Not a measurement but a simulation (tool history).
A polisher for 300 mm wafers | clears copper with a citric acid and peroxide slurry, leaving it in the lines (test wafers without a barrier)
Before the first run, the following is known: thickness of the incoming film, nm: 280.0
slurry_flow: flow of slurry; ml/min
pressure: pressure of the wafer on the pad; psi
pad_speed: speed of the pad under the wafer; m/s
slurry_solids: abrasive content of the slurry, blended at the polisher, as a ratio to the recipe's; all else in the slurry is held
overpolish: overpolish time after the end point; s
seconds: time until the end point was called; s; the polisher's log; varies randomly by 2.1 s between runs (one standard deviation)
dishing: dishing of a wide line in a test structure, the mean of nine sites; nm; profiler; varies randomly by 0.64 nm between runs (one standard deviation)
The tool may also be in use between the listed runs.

Run 1, day 0: slurry_flow 120 ml/min, pressure 3.8 psi, pad_speed 1.36 m/s, slurry_solids 1, overpolish 24 s. Result: seconds 76.843 s, dishing 61.308 nm.
Run 2, day 0.238: slurry_flow 120 ml/min, pressure 3.8 psi, pad_speed 1.36 m/s, slurry_solids 1.1, overpolish 24 s. Result: seconds 74.809 s, dishing 61.22 nm.
Run 3, day 0.438: slurry_flow 120 ml/min, pressure 3.8 psi, pad_speed 1.66 m/s, slurry_solids 1.1, overpolish 24 s. Result: seconds 62.189 s, dishing 71.668 nm.
Run 4, day 0.704: slurry_flow 120 ml/min, pressure 3.8 psi, pad_speed 1.66 m/s, slurry_solids 1.1, overpolish 17 s. Result: seconds 62.719 s, dishing 53.706 nm.
Run 5, day 0.754: slurry_flow 120 ml/min, pressure 3.8 psi, pad_speed 1.94 m/s, slurry_solids 1.1, overpolish 17 s. Result: seconds 51.372 s, dishing 60.288 nm.
At day 0.838: slurry blender recalibrated.
Run 6, day 0.838: slurry_flow 120 ml/min, pressure 3.8 psi, pad_speed 1.94 m/s, slurry_solids 0.95, overpolish 17 s. Result: seconds 51.974 s, dishing 61.504 nm.
Run 7, day 1.138: slurry_flow 120 ml/min, pressure 3.4 psi, pad_speed 1.86 m/s, slurry_solids 0.95, overpolish 16 s. Result: seconds 59.156 s, dishing 48.861 nm.
Run 8, day 1.196: slurry_flow 105 ml/min, pressure 2.4 psi, pad_speed 1.48 m/s, slurry_solids 0.9, overpolish 21 s. Result: seconds 110.57 s, dishing 39.437 nm.

Run 9 has not been measured yet. What should we expect?
Run 9, day 1.504: slurry_flow 105 ml/min, pressure 2.4 psi, pad_speed 1.48 m/s, slurry_solids 0.9, overpolish 19 s. Result: seconds ?, dishing ?.

Logged for run 9: seconds 109.64 s, dishing 33.84 nm.
